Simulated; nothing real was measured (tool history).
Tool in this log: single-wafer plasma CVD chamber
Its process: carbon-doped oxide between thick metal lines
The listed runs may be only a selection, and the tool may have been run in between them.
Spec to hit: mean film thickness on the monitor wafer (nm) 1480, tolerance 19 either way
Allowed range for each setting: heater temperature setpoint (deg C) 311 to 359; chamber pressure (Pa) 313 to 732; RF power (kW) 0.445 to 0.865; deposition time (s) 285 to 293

| run | day | heater temperature setpoint (deg C) | chamber pressure (Pa) | RF power (kW) | deposition time (s) | mean film thickness on the monitor wafer (nm) |
|---|---|---|---|---|---|---|
| 1 | 0 | 335 | 523 | 0.655 | 285 | 1860.9 |
| 2 | 0.338 | 335 | 476 | 0.655 | 285 | 1833.5 |
| 3 | 0.458 | 338 | 447 | 0.63 | 285 | 1760.2 |
| 4 | 0.488 | 338 | 447 | 0.63 | 293 | 1813.2 |
| 5 | 0.658 | 338 | 447 | 0.695 | 293 | 1916.2 |
| 6 | 0.854 | 341 | 423 | 0.66 | 293 | 1828.6 |
| 7 | 0.975 | 341 | 423 | 0.66 | 293 | 1836.4 |
| 8 | 1.258 | 341 | 423 | 0.66 | 293 | 1829.2 |
| 9 | 1.333 | 343 | 403 | 0.635 | 293 | 1775 |
| 10 | 1.633 | 355 | 313 | 0.53 | 291 | 1502.6 |
| 11 | 1.662 | 356 | 313 | 0.53 | 291 | 1502.4 |

Exercise: of the 4 proposed moves below, exactly one satisfies all targets within the stated allowed misses. Which move is it?
| A | 1.692 | 359 | 313 | 0.5 | 292 | ? |
| B | 1.692 | 357 | 321 | 0.535 | 293 | ? |
| C | 1.692 | 352 | 328 | 0.505 | 285 | ? |
| D | 1.692 | 354 | 401 | 0.515 | 285 | ? |

| move | mean film thickness on the monitor wafer (nm) |
|---|---|
| A | 1450.3 |
| B | 1525.7 |
| C | 1450.9 |
| D | 1487.8 |
A: takes the result that was furthest off past its target
B: further off than the last run
C: takes the result that was furthest off past its target
D: all results in spec
Go with D: it meets all targets.
